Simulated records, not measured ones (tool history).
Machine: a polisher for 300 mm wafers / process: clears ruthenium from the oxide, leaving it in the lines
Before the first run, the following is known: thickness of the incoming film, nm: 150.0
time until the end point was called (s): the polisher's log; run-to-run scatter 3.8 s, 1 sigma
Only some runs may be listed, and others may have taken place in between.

| run | hour | flow of slurry (ml/min) | pressure of the wafer on the pad (kPa) | speed of the pad under the wafer (cm/s) | overpolish time after the end point (s) | time until the end point was called (s) |
|---|---|---|---|---|---|---|
| 1 | 0.0 | 160 | 17.9 | 86 | 9 | 135.33 |
| 2 | 1.4 | 160 | 13.8 | 86 | 9 | 172.17 |
| 3 | 10.0 | 180 | 13.8 | 86 | 9 | 171.92 |
| 4 | 12.3 | 180 | 13.8 | 86 | 9 | 169.94 |
| 5 | 18.1 | 180 | 13.1 | 86 | 9 | 182.10 |
| 6 | 21.2 | 215 | 13.1 | 86 | 9 | 175.21 |
| 7 | 27.1 | 215 | 12.4 | 86 | 9 | 188.82 |

Estimate the outcome of run 8 from the log above:
| 8 | 30.6 | 215 | 11.7 | 86 | 9 | ? |

time until the end point was called (s): 195.18

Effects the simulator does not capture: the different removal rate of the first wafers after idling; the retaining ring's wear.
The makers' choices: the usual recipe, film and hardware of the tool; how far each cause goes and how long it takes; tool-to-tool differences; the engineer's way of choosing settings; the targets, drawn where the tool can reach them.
